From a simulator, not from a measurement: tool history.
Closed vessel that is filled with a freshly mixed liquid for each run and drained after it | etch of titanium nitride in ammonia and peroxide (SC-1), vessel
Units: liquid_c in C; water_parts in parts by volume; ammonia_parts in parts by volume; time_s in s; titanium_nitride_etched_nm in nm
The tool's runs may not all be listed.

run 1 hour=0 | liquid_c=57 water_parts=6 ammonia_parts=0.75 time_s=90 | titanium_nitride_etched_nm=18.785
run 2 hour=4.5 | liquid_c=58.5 water_parts=6 ammonia_parts=0.75 time_s=90 | titanium_nitride_etched_nm=20.475
run 3 hour=12.1 | liquid_c=58.5 water_parts=5 ammonia_parts=0.75 time_s=90 | titanium_nitride_etched_nm=22.353
run 4 hour=17.1 | liquid_c=59.5 water_parts=5 ammonia_parts=0.75 time_s=90 | titanium_nitride_etched_nm=23.89
run 5 hour=19.6 | liquid_c=59.5 water_parts=5 ammonia_parts=1 time_s=90 | titanium_nitride_etched_nm=24.88
run 6 hour=28.3 | liquid_c=60 water_parts=5 ammonia_parts=1 time_s=90 | titanium_nitride_etched_nm=25.82
run 7 hour=30.4 | liquid_c=60.5 water_parts=5 ammonia_parts=1 time_s=90 | titanium_nitride_etched_nm=26.693

Forecast run 8:
run 8 hour=37.6 | liquid_c=61 water_parts=5 ammonia_parts=1 time_s=90 | titanium_nitride_etched_nm=?

Run 8 gave titanium_nitride_etched_nm 27.418 nm.
